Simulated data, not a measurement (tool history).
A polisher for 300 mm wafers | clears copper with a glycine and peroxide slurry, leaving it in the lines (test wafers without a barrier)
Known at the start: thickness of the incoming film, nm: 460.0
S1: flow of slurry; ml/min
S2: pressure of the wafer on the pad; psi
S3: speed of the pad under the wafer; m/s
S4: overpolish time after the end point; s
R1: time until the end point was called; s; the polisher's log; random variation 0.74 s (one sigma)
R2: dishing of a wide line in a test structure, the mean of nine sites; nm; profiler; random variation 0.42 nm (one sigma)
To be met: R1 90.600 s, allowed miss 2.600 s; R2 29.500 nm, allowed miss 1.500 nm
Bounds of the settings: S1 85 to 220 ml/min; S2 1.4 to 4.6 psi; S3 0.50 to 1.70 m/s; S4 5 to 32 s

Run 1, hour 0.0: S1 140 ml/min, S2 3.0 psi, S3 1.10 m/s, S4 16 s. Result: R1 73.893 s, R2 49.913 nm.
Run 2, hour 8.8: S1 140 ml/min, S2 3.0 psi, S3 0.94 m/s, S4 16 s. Result: R1 79.384 s, R2 48.869 nm.
Run 3, hour 15.3: S1 140 ml/min, S2 2.9 psi, S3 0.94 m/s, S4 15 s. Result: R1 82.809 s, R2 45.434 nm.
Run 4, hour 21.7: S1 140 ml/min, S2 2.9 psi, S3 0.94 m/s, S4 19 s. Result: R1 82.933 s, R2 53.545 nm.
Run 5, hour 27.6: S1 140 ml/min, S2 2.8 psi, S3 0.94 m/s, S4 17 s. Result: R1 84.453 s, R2 49.289 nm.
Run 6, hour 36.5: S1 140 ml/min, S2 2.8 psi, S3 0.94 m/s, S4 15 s. Result: R1 85.345 s, R2 44.649 nm.
Run 7, hour 39.6: S1 140 ml/min, S2 2.8 psi, S3 0.94 m/s, S4 14 s. Result: R1 84.476 s, R2 42.867 nm.
Run 8, hour 47.2: S1 125 ml/min, S2 2.5 psi, S3 0.94 m/s, S4 6 s. Result: R1 93.790 s, R2 20.044 nm.
Run 9, hour 48.9: S1 135 ml/min, S2 2.5 psi, S3 0.94 m/s, S4 6 s. Result: R1 91.678 s, R2 20.091 nm.
Run 10, hour 49.4: S1 140 ml/min, S2 2.5 psi, S3 0.92 m/s, S4 7 s. Result: R1 92.487 s, R2 22.785 nm.

5 next moves are on the table. One of them brings every result within its allowed miss. Which?
Run A, hour 49.9: S1 110 ml/min, S2 2.3 psi, S3 1.10 m/s, S4 12 s. Result: R1 ?, R2 ?.
Run B, hour 49.9: S1 180 ml/min, S2 2.2 psi, S3 1.00 m/s, S4 12 s. Result: R1 ?, R2 ?.
Run C, hour 49.9: S1 180 ml/min, S2 2.8 psi, S3 0.70 m/s, S4 8 s. Result: R1 ?, R2 ?.
Run D, hour 49.9: S1 140 ml/min, S2 2.4 psi, S3 1.06 m/s, S4 11 s. Result: R1 ?, R2 ?.
Run E, hour 49.9: S1 135 ml/min, S2 2.2 psi, S3 1.20 m/s, S4 9 s. Result: R1 ?, R2 ?.

move      R1      R2
   A  96.742  34.328
   B  96.995  34.301
   C  93.659  25.705
   D  91.446  33.585
   E  92.650  28.257
A: takes the result that was furthest off past its target
B: takes the result that was furthest off past its target
C: nearer than the last run, and not there yet
D: takes the result that was furthest off past its target
E: meets every target
Answer: E
